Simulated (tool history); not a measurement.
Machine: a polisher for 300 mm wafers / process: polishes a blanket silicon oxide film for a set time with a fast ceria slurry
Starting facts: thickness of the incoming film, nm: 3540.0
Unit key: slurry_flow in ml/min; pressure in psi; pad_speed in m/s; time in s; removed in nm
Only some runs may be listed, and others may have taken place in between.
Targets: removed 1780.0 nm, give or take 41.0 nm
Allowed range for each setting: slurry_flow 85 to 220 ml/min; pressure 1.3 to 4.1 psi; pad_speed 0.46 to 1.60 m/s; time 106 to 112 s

| run | hour | slurry_flow | pressure | pad_speed | time | removed |
|---|---|---|---|---|---|---|
| 1 | 0.0 | 140 | 2.7 | 1.02 | 106 | 1368.7 |
| 2 | 9.0 | 140 | 2.7 | 1.02 | 112 | 1453.7 |
| 3 | 11.3 | 155 | 2.8 | 1.02 | 112 | 1526.5 |
| 4 | 13.6 | 140 | 2.8 | 1.02 | 112 | 1506.8 |
| 5 | 21.3 | 170 | 2.8 | 1.02 | 112 | 1538.4 |
| 6 | 22.2 | 170 | 2.9 | 1.02 | 112 | 1603.0 |
| 7 | 27.9 | 175 | 3.0 | 1.02 | 112 | 1658.9 |
| 8 | 32.6 | 175 | 3.1 | 1.02 | 112 | 1719.8 |
| 9 | 36.5 | 180 | 3.1 | 1.02 | 112 | 1706.0 |

Which of these 5 next moves meets every target?
| A | 40.4 | 165 | 3.5 | 0.94 | 112 | ? |
| B | 40.4 | 160 | 3.1 | 1.04 | 110 | ? |
| C | 40.4 | 175 | 3.3 | 1.06 | 112 | ? |
| D | 40.4 | 220 | 3.8 | 0.78 | 111 | ? |
| E | 40.4 | 180 | 2.6 | 1.36 | 109 | ? |

| move | removed |
|---|---|
| A | 1764.0 |
| B | 1690.4 |
| C | 1886.1 |
| D | 1640.3 |
| E | 1862.8 |
A: every result within its allowed miss
B: moves away from the targets compared with the last run
C: the result that was furthest off in the last run now lies on the other side of its target
D: moves away from the targets compared with the last run
E: the result that was furthest off in the last run now lies on the other side of its target
Go with A: it meets all targets.
